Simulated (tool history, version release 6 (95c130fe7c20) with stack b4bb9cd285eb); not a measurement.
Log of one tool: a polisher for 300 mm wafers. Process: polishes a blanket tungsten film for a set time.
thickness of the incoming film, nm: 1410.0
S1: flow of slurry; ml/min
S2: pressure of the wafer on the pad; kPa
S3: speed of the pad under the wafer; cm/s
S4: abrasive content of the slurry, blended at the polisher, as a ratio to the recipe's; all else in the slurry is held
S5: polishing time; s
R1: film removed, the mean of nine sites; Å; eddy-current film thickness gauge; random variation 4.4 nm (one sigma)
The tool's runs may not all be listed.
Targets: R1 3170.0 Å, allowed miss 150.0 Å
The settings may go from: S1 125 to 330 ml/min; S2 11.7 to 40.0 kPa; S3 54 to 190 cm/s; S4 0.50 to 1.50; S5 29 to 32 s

| run | hour | S1 | S2 | S3 | S4 | S5 | R1 |
|---|---|---|---|---|---|---|---|
| 1 | 0.0 | 210 | 25.5 | 122 | 1.00 | 32 | 1882.9 |
| 2 | 5.0 | 210 | 29.6 | 124 | 1.00 | 32 | 2218.8 |
| 3 | 7.2 | 210 | 29.6 | 108 | 1.00 | 32 | 1887.9 |
| 4 | 15.0 | 210 | 33.1 | 114 | 1.00 | 32 | 2289.1 |
| 5 | 16.1 | 210 | 35.2 | 116 | 1.00 | 32 | 2442.3 |
| 6 | 19.9 | 250 | 35.2 | 116 | 1.00 | 32 | 2508.6 |
| 7 | 23.2 | 250 | 36.5 | 118 | 1.00 | 32 | 2582.6 |
| 8 | 30.1 | 250 | 37.2 | 122 | 1.00 | 32 | 2815.4 |
| 9 | 37.9 | 250 | 37.2 | 122 | 1.00 | 32 | 2709.9 |
| 10 | 39.2 | 250 | 37.2 | 122 | 1.00 | 32 | 2777.4 |

Which of these 4 next moves meets every target?
| A | 40.5 | 230 | 35.9 | 130 | 0.95 | 32 | ? |
| B | 40.5 | 270 | 40.0 | 150 | 0.85 | 32 | ? |
| C | 40.5 | 285 | 40.0 | 132 | 0.85 | 32 | ? |
| D | 40.5 | 230 | 37.2 | 132 | 1.00 | 29 | ? |

| move | R1 |
|---|---|
| A | 2804.8 |
| B | 3570.8 |
| C | 3170.2 |
| D | 2706.2 |
A: nearer than the last run, and not there yet
B: takes the result that was furthest off past its target
C: meets every target
D: further off than the last run
The right move is C.
